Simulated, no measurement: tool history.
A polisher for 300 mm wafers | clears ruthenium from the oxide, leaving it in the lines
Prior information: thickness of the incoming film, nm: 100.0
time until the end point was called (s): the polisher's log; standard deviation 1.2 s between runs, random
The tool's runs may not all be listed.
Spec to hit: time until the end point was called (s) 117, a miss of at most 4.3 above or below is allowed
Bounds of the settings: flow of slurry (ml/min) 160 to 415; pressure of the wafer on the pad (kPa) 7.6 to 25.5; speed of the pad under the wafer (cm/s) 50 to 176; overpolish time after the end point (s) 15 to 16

run  hour  flow of slurry (ml/min)  pressure of the wafer on the pad (kPa)  speed of the pad under the wafer (cm/s)  overpolish time after the end point (s)  time until the end point was called (s)
  1     0                      265                                    16.5                                      112                                       15                                   67.029
  2   6.4                      295                                    16.5                                      112                                       15                                   66.883
  3  14.7                      295                                    13.8                                      110                                       15                                   82.043
  4  17.6                      230                                    13.8                                      110                                       15                                   84.232
  5  18.8                      230                                    13.8                                      110                                       16                                   83.636
  6  25.3                      230                                    12.4                                      110                                       16                                   92.193
  7  30.4                      230                                    11.7                                      110                                       16                                   97.228
  8  31.4                      230                                      11                                      110                                       16                                   103.83
  9  37.1                      230                                       9                                      110                                       16                                   124.98

Below are 4 possible settings for the next run. Only one of them brings all results inside the allowed miss of their targets. Which is it?
  A  42.8                      220                                     8.3                                      122                                       16                                        ?
  B  42.8                      200                                       9                                      108                                       16                                        ?
  C  42.8                      170                                       9                                      124                                       16                                        ?
  D  42.8                      220                                       9                                      110                                       15                                        ?

move  time until the end point was called (s)
   A                                   124.94
   B                                   131.23
   C                                      119
   D                                   127.29
A: as far off as the last run
B: moves away from the targets compared with the last run
C: in spec on every target
D: moves away from the targets compared with the last run
C is the move that brings every result within its allowed miss.

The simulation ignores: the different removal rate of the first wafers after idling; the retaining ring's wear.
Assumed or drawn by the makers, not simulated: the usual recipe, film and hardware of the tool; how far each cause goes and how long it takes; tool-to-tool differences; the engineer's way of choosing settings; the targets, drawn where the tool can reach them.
